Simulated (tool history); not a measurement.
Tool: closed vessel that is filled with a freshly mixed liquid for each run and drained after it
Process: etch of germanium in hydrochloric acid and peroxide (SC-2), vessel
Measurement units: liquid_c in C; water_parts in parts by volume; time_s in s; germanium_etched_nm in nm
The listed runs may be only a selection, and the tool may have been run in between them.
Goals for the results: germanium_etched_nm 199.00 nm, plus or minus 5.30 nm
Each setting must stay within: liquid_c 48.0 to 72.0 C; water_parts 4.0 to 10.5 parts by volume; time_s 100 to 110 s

{"run": 1, "hour": 0.0, "liquid_c": 64.0, "water_parts": 5.5, "time_s": 100, "germanium_etched_nm": 265.97}
{"run": 2, "hour": 3.8, "liquid_c": 60.0, "water_parts": 5.5, "time_s": 100, "germanium_etched_nm": 238.08}
{"run": 3, "hour": 9.4, "liquid_c": 60.0, "water_parts": 5.5, "time_s": 110, "germanium_etched_nm": 261.36}
{"run": 4, "hour": 13.4, "liquid_c": 59.0, "water_parts": 5.5, "time_s": 110, "germanium_etched_nm": 253.4}
{"run": 5, "hour": 18.0, "liquid_c": 59.0, "water_parts": 4.0, "time_s": 110, "germanium_etched_nm": 254.41}
{"run": 6, "hour": 20.1, "liquid_c": 58.0, "water_parts": 4.0, "time_s": 110, "germanium_etched_nm": 246.0}
{"run": 7, "hour": 21.3, "liquid_c": 57.0, "water_parts": 4.0, "time_s": 110, "germanium_etched_nm": 239.1}
{"run": 8, "hour": 30.1, "liquid_c": 56.5, "water_parts": 4.0, "time_s": 110, "germanium_etched_nm": 237.67}
{"run": 9, "hour": 37.8, "liquid_c": 55.5, "water_parts": 4.0, "time_s": 110, "germanium_etched_nm": 229.05}
{"run": 10, "hour": 40.6, "liquid_c": 55.0, "water_parts": 4.0, "time_s": 110, "germanium_etched_nm": 224.66}
{"run": 11, "hour": 43.2, "liquid_c": 54.5, "water_parts": 4.0, "time_s": 110, "germanium_etched_nm": 223.35}
{"run": 12, "hour": 51.1, "liquid_c": 54.0, "water_parts": 4.0, "time_s": 110, "germanium_etched_nm": 217.46}
{"run": 13, "hour": 56.7, "liquid_c": 53.5, "water_parts": 4.0, "time_s": 110, "germanium_etched_nm": 213.99}
{"run": 14, "hour": 65.5, "liquid_c": 53.0, "water_parts": 4.0, "time_s": 110, "germanium_etched_nm": 211.84}
{"run": 15, "hour": 69.6, "liquid_c": 52.5, "water_parts": 4.0, "time_s": 110, "germanium_etched_nm": 210.38}

Of the 4 settings listed for the next run, only one would bring every result within its allowed miss of target. Which one?
{"run": "A", "hour": 73.7, "liquid_c": 54.0, "water_parts": 4.5, "time_s": 110, "germanium_etched_nm": "?"}
{"run": "B", "hour": 73.7, "liquid_c": 54.0, "water_parts": 4.0, "time_s": 100, "germanium_etched_nm": "?"}
{"run": "C", "hour": 73.7, "liquid_c": 54.5, "water_parts": 4.0, "time_s": 110, "germanium_etched_nm": "?"}
{"run": "D", "hour": 73.7, "liquid_c": 56.0, "water_parts": 4.0, "time_s": 105, "germanium_etched_nm": "?"}

move=A germanium_etched_nm=216.66
move=B germanium_etched_nm=197.31
move=C germanium_etched_nm=220.48
move=D germanium_etched_nm=220.56
A: moves away from the targets compared with the last run
B: all results in spec
C: moves away from the targets compared with the last run
D: moves away from the targets compared with the last run
Move B is the one to make.
